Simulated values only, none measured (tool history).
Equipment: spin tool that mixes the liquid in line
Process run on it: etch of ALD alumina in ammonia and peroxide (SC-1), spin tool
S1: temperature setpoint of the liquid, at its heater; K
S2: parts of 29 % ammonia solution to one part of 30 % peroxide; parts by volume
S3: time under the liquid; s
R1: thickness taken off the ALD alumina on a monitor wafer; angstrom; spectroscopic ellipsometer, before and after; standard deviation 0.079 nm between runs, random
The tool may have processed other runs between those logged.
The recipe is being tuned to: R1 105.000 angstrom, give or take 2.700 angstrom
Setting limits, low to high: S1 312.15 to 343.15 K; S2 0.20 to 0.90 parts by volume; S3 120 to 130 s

run 1 hour=0.0 | S1=328.15 S2=0.50 S3=120 | R1=57.928
run 2 hour=4.5 | S1=328.15 S2=0.50 S3=120 | R1=58.132
run 3 hour=6.1 | S1=332.15 S2=0.50 S3=120 | R1=71.270
run 4 hour=12.4 | S1=332.15 S2=0.50 S3=130 | R1=77.077
run 5 hour=15.9 | S1=332.15 S2=0.50 S3=130 | R1=77.653
run 6 hour=21.6 | S1=334.15 S2=0.50 S3=130 | R1=85.659
run 7 hour=25.1 | S1=334.15 S2=0.50 S3=130 | R1=85.568
run 8 hour=28.1 | S1=335.65 S2=0.50 S3=130 | R1=93.254
run 9 hour=34.3 | S1=336.65 S2=0.50 S3=130 | R1=96.983

Of the 5 settings listed for the next run, only one would bring every result within its allowed miss of target. Which one?
run A hour=40.5 | S1=336.15 S2=0.70 S3=130 | R1=?
run B hour=40.5 | S1=337.65 S2=0.30 S3=120 | R1=?
run C hour=40.5 | S1=336.65 S2=0.25 S3=130 | R1=?
run D hour=40.5 | S1=338.15 S2=0.45 S3=130 | R1=?
run E hour=40.5 | S1=335.15 S2=0.80 S3=120 | R1=?

move=A R1=97.799
move=B R1=89.821
move=C R1=90.974
move=D R1=103.660
move=E R1=86.924
A: better than the last run, though not everything is in spec
B: lands further from the targets than the last run did
C: lands further from the targets than the last run did
D: in spec on every target
E: lands further from the targets than the last run did
The right move is D.
